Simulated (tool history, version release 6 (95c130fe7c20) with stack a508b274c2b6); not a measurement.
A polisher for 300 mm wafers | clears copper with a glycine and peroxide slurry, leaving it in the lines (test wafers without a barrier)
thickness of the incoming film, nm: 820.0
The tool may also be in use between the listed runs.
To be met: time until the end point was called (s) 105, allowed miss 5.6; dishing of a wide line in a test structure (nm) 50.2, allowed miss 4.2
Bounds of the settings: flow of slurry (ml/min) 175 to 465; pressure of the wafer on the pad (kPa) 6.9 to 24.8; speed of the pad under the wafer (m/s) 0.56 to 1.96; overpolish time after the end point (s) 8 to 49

run,day,flow of slurry (ml/min),pressure of the wafer on the pad (kPa),speed of the pad under the wafer (m/s),overpolish time after the end point (s),time until the end point was called (s),dishing of a wide line in a test structure (nm)
1,0,295,15.9,1.26,25,148.37,48.173
2,0.054,295,17.2,1.28,24,139.26,45.542
3,0.171,295,20.7,1.28,24,134.03,47.865
4,0.233,295,21.4,1.34,24,123.04,49.191
5,0.512,295,22.1,1.38,24,118.01,51.01
6,0.854,295,22.8,1.4,23,113.51,52.666
7,1.1,295,22.8,1.42,21,113.55,47.893
8,1.375,295,22.8,1.44,21,114.09,50.323

5 next moves are on the table. One of them brings every result within its allowed miss. Which?
A,1.65,315,20.7,1.4,17,?,?
B,1.65,320,22.1,1.36,20,?,?
C,1.65,310,21.4,1.18,23,?,?
D,1.65,430,17.9,1.6,33,?,?
E,1.65,280,21.4,1.6,20,?,?

move,time until the end point was called (s),dishing of a wide line in a test structure (nm)
A,123.52,45.672
B,121.48,48.928
C,139.53,49.318
D,117.61,53.575
E,109.29,49.939
A: further off than the last run
B: further off than the last run
C: further off than the last run
D: further off than the last run
E: meets every target
Answer: E
